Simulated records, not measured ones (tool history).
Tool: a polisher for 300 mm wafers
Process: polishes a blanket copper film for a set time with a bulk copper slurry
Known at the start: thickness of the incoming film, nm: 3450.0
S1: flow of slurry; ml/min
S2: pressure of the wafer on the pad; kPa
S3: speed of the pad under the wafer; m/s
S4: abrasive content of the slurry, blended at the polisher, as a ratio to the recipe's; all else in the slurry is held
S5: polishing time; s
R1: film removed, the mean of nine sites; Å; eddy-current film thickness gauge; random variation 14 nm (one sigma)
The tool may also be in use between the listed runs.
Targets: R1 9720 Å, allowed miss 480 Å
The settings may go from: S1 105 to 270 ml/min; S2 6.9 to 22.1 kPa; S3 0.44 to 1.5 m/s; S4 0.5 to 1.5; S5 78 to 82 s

run	day	S1	S2	S3	S4	S5	R1
1	0	175	14.5	0.96	1	78	4646.2
2	0.271	175	14.5	0.72	1	78	3521.5
3	0.571	175	14.5	0.5	1	78	2433.8
4	0.608	175	17.2	0.7	1	78	4065.2
5	0.771	175	18.6	0.82	1	78	4990.4
6	0.879	175	20	0.94	1	78	6143.2
7	0.912	175	20.7	1.04	1	78	7212.1
8	1.138	175	21.4	1.1	1	78	7439.6
9	1.492	175	21.4	1.18	1	78	8291.1
10	1.792	175	21.4	1.22	1	78	8588.6
11	1.971	175	21.4	1.24	1	78	8597.4

Which of these 5 next moves meets every target?
A	2.15	200	19.3	1.28	1.1	78	?
B	2.15	195	19.3	1.46	1.25	78	?
C	2.15	190	20	1.34	1	78	?
D	2.15	180	20.7	1.26	1.1	79	?
E	2.15	160	20.7	1.28	1	80	?

move	R1
A	8326.2
B	9779.5
C	8718.4
D	8764.8
E	8633.3
A: further off than the last run
B: meets every target
C: nearer than the last run, and not there yet
D: nearer than the last run, and not there yet
E: as far off as the last run
Answer: B
